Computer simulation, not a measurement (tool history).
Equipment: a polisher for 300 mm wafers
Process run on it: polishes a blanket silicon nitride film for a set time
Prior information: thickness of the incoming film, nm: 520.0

run	day	flow of slurry (ml/min)	pressure of the wafer on the pad (kPa)	speed of the pad under the wafer (cm/s)	polishing time (s)	film removed (nm)
1	0.000	310	22.1	138	38	90.841
2	0.038	350	22.1	138	38	90.517
3	0.088	350	22.1	114	38	80.909
4	0.375	350	22.1	114	34	72.611
5	0.625	350	22.1	114	38	80.975
6	0.808	350	23.4	114	38	85.036
7	0.942	350	24.8	114	38	91.161

Forecast run 8:
8	1.129	350	26.2	114	38	?

film removed (nm): 96.644

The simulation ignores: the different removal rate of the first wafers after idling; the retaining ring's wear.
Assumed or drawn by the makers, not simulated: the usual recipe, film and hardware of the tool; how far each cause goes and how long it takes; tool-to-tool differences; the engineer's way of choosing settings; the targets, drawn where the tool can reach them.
